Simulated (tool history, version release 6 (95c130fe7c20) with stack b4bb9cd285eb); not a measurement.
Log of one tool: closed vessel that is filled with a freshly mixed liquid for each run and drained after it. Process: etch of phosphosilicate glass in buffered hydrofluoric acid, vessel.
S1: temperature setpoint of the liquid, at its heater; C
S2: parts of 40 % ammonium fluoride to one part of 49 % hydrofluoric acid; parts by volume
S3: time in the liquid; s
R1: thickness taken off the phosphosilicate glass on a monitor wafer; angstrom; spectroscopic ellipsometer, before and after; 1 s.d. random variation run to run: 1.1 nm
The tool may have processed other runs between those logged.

run	day	S1	S2	S3	R1
1	0	21	15	85	1985.1
2	0.279	20.5	15	85	1933.5
3	0.471	20	15	85	1864.8
4	0.646	20	15	85	1866.9
5	0.871	19.5	15	85	1829.4
6	1.167	19.5	15	90	1943.4

Predict the results of run 7:
7	1.346	19	15.5	90	?

R1: 1826 angstrom

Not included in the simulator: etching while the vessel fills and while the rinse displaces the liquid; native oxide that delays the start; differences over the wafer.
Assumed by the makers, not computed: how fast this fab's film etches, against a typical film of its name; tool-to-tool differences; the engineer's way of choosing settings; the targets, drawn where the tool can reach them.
